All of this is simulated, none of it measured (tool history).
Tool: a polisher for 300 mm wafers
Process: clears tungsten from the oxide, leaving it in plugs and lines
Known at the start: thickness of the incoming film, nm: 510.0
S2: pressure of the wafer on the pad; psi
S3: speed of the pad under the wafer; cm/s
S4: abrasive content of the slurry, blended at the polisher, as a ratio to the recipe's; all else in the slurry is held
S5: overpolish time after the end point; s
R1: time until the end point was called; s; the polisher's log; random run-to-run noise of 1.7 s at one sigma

run 1 hour=0.0 | flow_of_slurry_(ml/min)=165 S2=3.9 S3=122 S4=1.0 S5=5 | R1=80.983
run 2 hour=3.5 | flow_of_slurry_(ml/min)=165 S2=3.9 S3=140 S4=1.0 S5=5 | R1=71.935
run 3 hour=10.1 | flow_of_slurry_(ml/min)=135 S2=3.9 S3=140 S4=1.0 S5=5 | R1=73.392
run 4 hour=16.4 | flow_of_slurry_(ml/min)=135 S2=3.5 S3=138 S4=1.0 S5=5 | R1=82.216
run 5 hour=23.2 | flow_of_slurry_(ml/min)=135 S2=3.5 S3=138 S4=1.0 S5=4 | R1=82.302
-- hour=31.4 slurry blender recalibrated
run 6 hour=31.4 | flow_of_slurry_(ml/min)=135 S2=3.5 S3=138 S4=1.0 S5=5 | R1=76.426
run 7 hour=35.3 | flow_of_slurry_(ml/min)=135 S2=3.3 S3=128 S4=1.0 S5=5 | R1=86.462

What does the tool deliver on the next run?
run 8 hour=42.7 | flow_of_slurry_(ml/min)=135 S2=3.1 S3=122 S4=1.0 S5=5 | R1=?

R1: 96.980 s
